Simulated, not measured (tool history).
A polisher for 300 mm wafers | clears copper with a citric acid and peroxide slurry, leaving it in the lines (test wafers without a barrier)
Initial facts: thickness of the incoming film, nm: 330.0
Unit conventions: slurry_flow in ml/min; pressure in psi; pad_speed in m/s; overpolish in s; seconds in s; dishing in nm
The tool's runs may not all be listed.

run	hour	slurry_flow	pressure	pad_speed	slurry_solids	overpolish	seconds	dishing
1	0.0	180	2.8	1.20	1.00	11	143.93	18.596
2	8.9	180	2.8	1.20	0.85	11	146.71	18.904
3	16.7	180	2.9	1.20	0.85	12	146.30	20.280
4	21.3	180	3.0	1.20	0.85	13	144.82	22.197
5	28.6	180	3.0	1.20	0.85	8	142.53	14.031
6	35.3	160	3.0	1.20	0.85	8	146.98	13.631
7	38.3	165	3.1	1.22	0.85	9	139.26	16.354
8	41.6	165	3.2	1.22	0.85	10	135.30	18.010
9	45.0	170	3.3	1.22	0.85	11	132.43	20.429
10	45.7	175	3.4	1.22	0.85	12	127.69	22.516
11	50.6	180	3.4	1.22	0.85	13	130.18	24.316

The next listed run, before its measurement:
12	55.2	180	3.5	1.22	0.85	13	?	?

seconds: 126.44 s
dishing: 24.389 nm
